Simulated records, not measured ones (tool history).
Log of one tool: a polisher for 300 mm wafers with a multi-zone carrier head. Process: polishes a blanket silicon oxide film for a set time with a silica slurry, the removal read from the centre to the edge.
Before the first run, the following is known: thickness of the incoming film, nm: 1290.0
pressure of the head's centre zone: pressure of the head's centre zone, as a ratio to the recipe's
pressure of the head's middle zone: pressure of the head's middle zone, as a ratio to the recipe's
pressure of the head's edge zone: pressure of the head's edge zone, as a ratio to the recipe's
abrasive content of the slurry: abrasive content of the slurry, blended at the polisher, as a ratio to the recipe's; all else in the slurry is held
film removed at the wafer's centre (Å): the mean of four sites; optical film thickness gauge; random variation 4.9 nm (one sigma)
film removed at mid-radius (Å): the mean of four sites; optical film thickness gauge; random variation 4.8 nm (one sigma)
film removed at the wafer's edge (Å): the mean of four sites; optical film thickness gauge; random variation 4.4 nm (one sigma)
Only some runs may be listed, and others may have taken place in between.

run  hour  flow of slurry (ml/min)  pressure of the head's centre zone  pressure of the head's middle zone  pressure of the head's edge zone  abrasive content of the slurry  polishing time (s)  film removed at the wafer's centre (Å)  film removed at mid-radius (Å)  film removed at the wafer's edge (Å)
  1     0                      300                                   1                                   1                                 1                               1                  79                                  4120.8                          4150.5                                4346.5
  2   5.3                      300                                   1                                0.96                                 1                               1                  79                                  4155.1                          4037.3                                4429.1
  3   8.5                      300                                   1                                0.96                                 1                               1                  61                                  3207.7                          3127.7                                3386.6
  4  15.5                      300                                   1                                0.96                                 1                            0.85                  61                                  2972.1                          2900.9                                3156.3
  5  16.7                      300                                   1                                0.96                              0.94                            0.85                  61                                  2957.7                          2907.8                                3017.7
  6  24.5                      300                                   1                                0.96                              0.86                            0.85                  61                                  3000.8                          2968.1                                  2919
  7  31.2                      310                                1.06                                0.95                              0.87                               1                  61                                  3409.2                          3085.3                                3158.5

For run 8, what comes out?
  8  39.7                      355                                1.16                                0.95                              0.82                            1.25                  64                                       ?                               ?                                     ?

Run 8 measured film removed at the wafer's centre (Å) 4296.7, film removed at mid-radius (Å) 3645.8, film removed at the wafer's edge (Å) 3610.7.
